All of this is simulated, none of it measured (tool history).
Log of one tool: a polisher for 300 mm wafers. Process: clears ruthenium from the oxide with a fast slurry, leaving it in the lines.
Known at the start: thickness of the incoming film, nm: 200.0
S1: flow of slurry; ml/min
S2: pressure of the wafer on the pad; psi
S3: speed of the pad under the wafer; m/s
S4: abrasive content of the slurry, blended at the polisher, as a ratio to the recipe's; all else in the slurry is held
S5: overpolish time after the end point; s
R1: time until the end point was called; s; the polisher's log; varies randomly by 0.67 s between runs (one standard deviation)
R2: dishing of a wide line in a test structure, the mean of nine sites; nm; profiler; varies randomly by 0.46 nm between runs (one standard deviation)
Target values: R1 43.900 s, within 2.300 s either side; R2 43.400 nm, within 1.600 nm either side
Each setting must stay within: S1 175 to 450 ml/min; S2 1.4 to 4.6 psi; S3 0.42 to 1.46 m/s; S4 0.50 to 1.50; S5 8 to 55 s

| run | hour | S1 | S2 | S3 | S4 | S5 | R1 | R2 |
|---|---|---|---|---|---|---|---|---|
| 1 | 0.0 | 290 | 3.0 | 0.94 | 1.00 | 28 | 52.186 | 58.786 |
| 2 | 5.2 | 290 | 3.2 | 0.94 | 1.00 | 22 | 49.901 | 52.846 |
| 3 | 9.7 | 315 | 3.2 | 0.94 | 1.00 | 22 | 49.558 | 53.321 |
| 4 | 17.7 | 315 | 3.2 | 0.94 | 1.15 | 22 | 45.748 | 57.118 |
| 5 | 26.6 | 315 | 3.3 | 0.94 | 1.10 | 18 | 44.940 | 49.033 |
| 6 | 27.3 | 315 | 3.9 | 0.94 | 1.10 | 18 | 38.028 | 54.106 |
| 7 | 28.1 | 315 | 3.4 | 0.92 | 1.10 | 12 | 44.890 | 35.139 |
| 8 | 32.5 | 325 | 3.4 | 0.92 | 1.10 | 13 | 44.071 | 38.360 |
| 9 | 36.8 | 385 | 3.3 | 0.92 | 1.10 | 17 | 44.452 | 45.920 |

Exercise: of the 4 proposed moves below, exactly one satisfies all targets within the stated allowed misses. Which move is it?
| A | 41.1 | 375 | 3.1 | 0.82 | 1.25 | 19 | ? | ? |
| B | 41.1 | 345 | 2.9 | 1.02 | 1.20 | 17 | ? | ? |
| C | 41.1 | 410 | 3.1 | 1.00 | 1.00 | 18 | ? | ? |
| D | 41.1 | 405 | 3.5 | 0.98 | 1.00 | 15 | ? | ? |

| move | R1 | R2 |
|---|---|---|
| A | 50.210 | 47.405 |
| B | 45.870 | 46.656 |
| C | 48.484 | 46.718 |
| D | 44.265 | 43.523 |
A: the biggest miss grows against the last run
B: the biggest miss grows against the last run
C: the biggest miss grows against the last run
D: meets every target
The move that meets every target is D.

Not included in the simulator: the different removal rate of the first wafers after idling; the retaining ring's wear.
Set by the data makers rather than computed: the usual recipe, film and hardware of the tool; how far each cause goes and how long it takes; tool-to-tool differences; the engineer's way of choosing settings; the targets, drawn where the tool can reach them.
